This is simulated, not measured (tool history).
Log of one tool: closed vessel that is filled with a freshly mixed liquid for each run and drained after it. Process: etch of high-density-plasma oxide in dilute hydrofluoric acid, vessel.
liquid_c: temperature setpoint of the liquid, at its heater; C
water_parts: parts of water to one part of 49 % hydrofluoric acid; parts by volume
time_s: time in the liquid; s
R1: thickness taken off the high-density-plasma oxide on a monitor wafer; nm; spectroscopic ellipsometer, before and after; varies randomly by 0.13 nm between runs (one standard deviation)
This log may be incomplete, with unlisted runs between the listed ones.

Run 1, day 0.000: liquid_c 21.0 C, water_parts 215 parts by volume, time_s 835 s. Result: R1 22.755 nm.
Run 2, day 0.229: liquid_c 21.0 C, water_parts 215 parts by volume, time_s 645 s. Result: R1 17.622 nm.
Run 3, day 0.321: liquid_c 21.0 C, water_parts 255 parts by volume, time_s 645 s. Result: R1 14.200 nm.
Run 4, day 0.529: liquid_c 24.5 C, water_parts 255 parts by volume, time_s 645 s. Result: R1 16.007 nm.
Run 5, day 0.871: liquid_c 24.5 C, water_parts 255 parts by volume, time_s 645 s. Result: R1 16.089 nm.
Run 6, day 1.088: liquid_c 24.5 C, water_parts 255 parts by volume, time_s 645 s. Result: R1 16.048 nm.
Run 7, day 1.212: liquid_c 25.5 C, water_parts 235 parts by volume, time_s 645 s. Result: R1 18.515 nm.
Run 8, day 1.496: liquid_c 26.5 C, water_parts 215 parts by volume, time_s 645 s. Result: R1 21.460 nm.
Run 9, day 1.746: liquid_c 27.0 C, water_parts 200 parts by volume, time_s 645 s. Result: R1 23.548 nm.
Run 10, day 2.067: liquid_c 27.5 C, water_parts 190 parts by volume, time_s 645 s. Result: R1 25.817 nm.

Run 11 is up next; what results do you expect?
Run 11, day 2.108: liquid_c 28.0 C, water_parts 185 parts by volume, time_s 645 s. Result: R1 ?.

{"run 11": {"R1": 26.962}}

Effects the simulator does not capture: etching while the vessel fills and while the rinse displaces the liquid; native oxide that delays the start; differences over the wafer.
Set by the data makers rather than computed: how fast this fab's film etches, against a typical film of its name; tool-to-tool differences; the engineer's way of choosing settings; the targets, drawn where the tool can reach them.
